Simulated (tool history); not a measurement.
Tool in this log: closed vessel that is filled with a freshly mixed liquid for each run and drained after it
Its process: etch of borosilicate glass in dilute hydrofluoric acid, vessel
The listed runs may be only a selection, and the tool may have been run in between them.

| run | hour | temperature setpoint of the liquid (°C) | parts of water to one part of 49 % hydrofluoric acid (parts by volume) | time in the liquid (s) | thickness taken off the borosilicate glass on a monitor wafer (Å) |
|---|---|---|---|---|---|
| 1 | 0 | 22 | 65 | 140 | 638.58 |
| 2 | 5 | 22 | 65 | 140 | 622.43 |
| 3 | 7.8 | 22 | 75 | 140 | 532.14 |
| 4 | 12.8 | 23 | 70 | 140 | 598.07 |
| 5 | 15.6 | 23 | 55 | 140 | 781.75 |
| 6 | 17.3 | 23 | 50 | 140 | 866.69 |
| 7 | 20.6 | 23.5 | 45 | 140 | 995.18 |
| 8 | 27.1 | 24 | 45 | 140 | 1021.9 |
| 9 | 28.1 | 24.5 | 45 | 140 | 1028 |
| 10 | 29.3 | 25 | 40 | 140 | 1195.2 |
| 11 | 34 | 25.5 | 40 | 140 | 1214 |
| 12 | 41.8 | 26 | 40 | 140 | 1239.6 |
| 13 | 46.4 | 26.5 | 40 | 140 | 1240.5 |
| 14 | 51 | 27 | 40 | 140 | 1289.1 |
| 15 | 54 | 27.5 | 40 | 140 | 1297.6 |
| 16 | 59.3 | 29 | 30 | 140 | 1908.5 |

Run 17 is up next; what results do you expect?
| 17 | 62.6 | 29.5 | 30 | 140 | ? |

{"run 17": {"thickness taken off the borosilicate glass on a monitor wafer (Å)": 1923.9}}
